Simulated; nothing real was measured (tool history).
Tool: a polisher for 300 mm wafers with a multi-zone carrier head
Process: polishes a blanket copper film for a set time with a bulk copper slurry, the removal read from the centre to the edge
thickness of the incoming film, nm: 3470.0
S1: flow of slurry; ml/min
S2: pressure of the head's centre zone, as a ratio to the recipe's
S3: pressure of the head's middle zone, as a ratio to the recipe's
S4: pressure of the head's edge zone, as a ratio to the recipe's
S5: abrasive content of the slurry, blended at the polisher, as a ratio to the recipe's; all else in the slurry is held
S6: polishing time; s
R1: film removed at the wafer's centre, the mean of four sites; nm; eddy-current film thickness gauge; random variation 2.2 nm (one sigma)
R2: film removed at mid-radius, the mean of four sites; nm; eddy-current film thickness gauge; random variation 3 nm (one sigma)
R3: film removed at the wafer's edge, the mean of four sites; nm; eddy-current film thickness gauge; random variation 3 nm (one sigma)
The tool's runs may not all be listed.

| run | hour | S1 | S2 | S3 | S4 | S5 | S6 | R1 | R2 | R3 |
|---|---|---|---|---|---|---|---|---|---|---|
| 1 | 0 | 280 | 1 | 1 | 1 | 1 | 35 | 415.84 | 418.29 | 418.41 |
| 2 | 6.6 | 275 | 1.01 | 0.96 | 1 | 0.9 | 33 | 384.35 | 366.17 | 387.05 |
| 3 | 10.2 | 275 | 1.01 | 0.96 | 1 | 0.9 | 27 | 314.31 | 305.93 | 314.26 |
| 4 | 17.1 | 270 | 1.02 | 0.93 | 0.99 | 0.85 | 27 | 312.48 | 290.08 | 307.9 |
| 5 | 24.7 | 260 | 1.02 | 0.9 | 0.98 | 0.85 | 27 | 310.74 | 283.26 | 308.35 |
| 6 | 31.5 | 260 | 1.08 | 0.9 | 0.98 | 0.85 | 27 | 325.74 | 286.3 | 310.62 |
| 7 | 36.8 | 255 | 1.08 | 0.88 | 0.98 | 0.8 | 27 | 322.52 | 267.03 | 298.56 |

The next listed run, before its measurement:
| 8 | 38.9 | 250 | 1.07 | 0.87 | 0.98 | 0.8 | 27 | ? | ? | ? |

{"run 8": {"R1": 314.92, "R2": 270.11, "R3": 297.63}}
